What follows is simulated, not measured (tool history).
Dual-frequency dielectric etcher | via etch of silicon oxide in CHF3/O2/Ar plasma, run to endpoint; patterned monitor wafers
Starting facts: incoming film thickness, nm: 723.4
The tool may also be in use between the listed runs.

run	hour	source power (kW)	bias power (kW)	endpoint time (s)
1	0.0	0.470	0.204	377.06
2	5.8	0.470	0.175	403.94
3	11.0	0.470	0.208	369.87
4	14.4	0.440	0.201	386.22
# hour 16.3: bias power generator calibrated
5	16.3	0.420	0.194	403.43
6	24.1	0.400	0.192	405.47
7	29.7	0.400	0.192	404.46
8	30.7	0.380	0.186	417.14
9	34.5	0.360	0.182	423.87

Run 10, settings as shown, results not yet in. Your forecast:
10	40.7	0.350	0.178	?

endpoint time (s): 429.82
